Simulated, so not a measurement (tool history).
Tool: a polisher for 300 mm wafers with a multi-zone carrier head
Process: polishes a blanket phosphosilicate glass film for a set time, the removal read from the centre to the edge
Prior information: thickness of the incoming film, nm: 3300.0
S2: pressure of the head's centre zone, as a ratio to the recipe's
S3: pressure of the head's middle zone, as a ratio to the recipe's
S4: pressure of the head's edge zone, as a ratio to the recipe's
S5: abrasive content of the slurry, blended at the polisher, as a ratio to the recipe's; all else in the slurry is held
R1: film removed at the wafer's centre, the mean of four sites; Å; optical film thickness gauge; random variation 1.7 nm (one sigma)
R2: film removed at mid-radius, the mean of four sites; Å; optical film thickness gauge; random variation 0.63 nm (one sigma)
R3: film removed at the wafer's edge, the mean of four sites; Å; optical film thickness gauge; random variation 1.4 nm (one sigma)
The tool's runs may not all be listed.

run 1 hour=0 | flow_of_slurry_(ml/min)=265 S2=1 S3=1 S4=1 S5=1 polishing_time_(s)=40 | R1=2001.3 R2=2100.4 R3=2005.6
run 2 hour=5.6 | flow_of_slurry_(ml/min)=315 S2=1 S3=1 S4=1 S5=1 polishing_time_(s)=40 | R1=2028 R2=2131.3 R3=2066.5
run 3 hour=13.9 | flow_of_slurry_(ml/min)=315 S2=1.06 S3=1 S4=1 S5=1 polishing_time_(s)=40 | R1=2223.5 R2=2112.3 R3=2073.2
run 4 hour=18.3 | flow_of_slurry_(ml/min)=315 S2=1.06 S3=1 S4=1.04 S5=1 polishing_time_(s)=40 | R1=2242.9 R2=2128.9 R3=2111.2
run 5 hour=19.9 | flow_of_slurry_(ml/min)=315 S2=1.06 S3=1.08 S4=1.04 S5=1 polishing_time_(s)=40 | R1=2209.2 R2=2277.5 R3=2122.1
run 6 hour=24.8 | flow_of_slurry_(ml/min)=315 S2=1.06 S3=1.08 S4=1.11 S5=1 polishing_time_(s)=40 | R1=2161.2 R2=2261 R3=2184.6
run 7 hour=32.7 | flow_of_slurry_(ml/min)=315 S2=1.06 S3=1.08 S4=1.11 S5=1 polishing_time_(s)=40 | R1=2142.9 R2=2253.6 R3=2126.5
run 8 hour=37.9 | flow_of_slurry_(ml/min)=300 S2=1.07 S3=1.03 S4=1.09 S5=0.85 polishing_time_(s)=35 | R1=1763.3 R2=1703.7 R3=1696.6
run 9 hour=44.5 | flow_of_slurry_(ml/min)=300 S2=1.07 S3=1.03 S4=1.09 S5=0.85 polishing_time_(s)=35 | R1=1724.5 R2=1714.7 R3=1687.5
run 10 hour=49.4 | flow_of_slurry_(ml/min)=280 S2=1.08 S3=0.99 S4=1.06 S5=0.75 polishing_time_(s)=33 | R1=1512.8 R2=1427.9 R3=1426.1
run 11 hour=52.1 | flow_of_slurry_(ml/min)=260 S2=1.08 S3=0.95 S4=1.04 S5=0.7 polishing_time_(s)=33 | R1=1433.5 R2=1303.5 R3=1356.7
run 12 hour=57.6 | flow_of_slurry_(ml/min)=240 S2=1.08 S3=0.85 S4=0.94 S5=0.5 polishing_time_(s)=30 | R1=944.86 R2=783 R3=848.33
run 13 hour=66 | flow_of_slurry_(ml/min)=265 S2=1.1 S3=0.87 S4=0.97 S5=0.5 polishing_time_(s)=30 | R1=975.97 R2=812.11 R3=886.99
run 14 hour=72.8 | flow_of_slurry_(ml/min)=265 S2=1.12 S3=0.9 S4=1 S5=0.5 polishing_time_(s)=30 | R1=986.28 R2=826.5 R3=874.99
run 15 hour=79.7 | flow_of_slurry_(ml/min)=265 S2=1.14 S3=0.92 S4=1.04 S5=0.5 polishing_time_(s)=30 | R1=983.39 R2=848.81 R3=897.64
run 16 hour=85.8 | flow_of_slurry_(ml/min)=310 S2=1.19 S3=0.93 S4=1.06 S5=0.75 polishing_time_(s)=30 | R1=1538.8 R2=1244.6 R3=1306.9
run 17 hour=92.3 | flow_of_slurry_(ml/min)=305 S2=1.15 S3=0.9 S4=1 S5=0.75 polishing_time_(s)=30 | R1=1472.5 R2=1206.7 R3=1262.9
run 18 hour=95.6 | flow_of_slurry_(ml/min)=290 S2=1.12 S3=0.88 S4=0.95 S5=0.75 polishing_time_(s)=30 | R1=1440.4 R2=1176.9 R3=1275.5

What will run 19 give?
run 19 hour=103.9 | flow_of_slurry_(ml/min)=290 S2=1.12 S3=0.88 S4=0.94 S5=0.7 polishing_time_(s)=30 | R1=? R2=? R3=?

R1: 1368.1 Å
R2: 1128.8 Å
R3: 1199 Å

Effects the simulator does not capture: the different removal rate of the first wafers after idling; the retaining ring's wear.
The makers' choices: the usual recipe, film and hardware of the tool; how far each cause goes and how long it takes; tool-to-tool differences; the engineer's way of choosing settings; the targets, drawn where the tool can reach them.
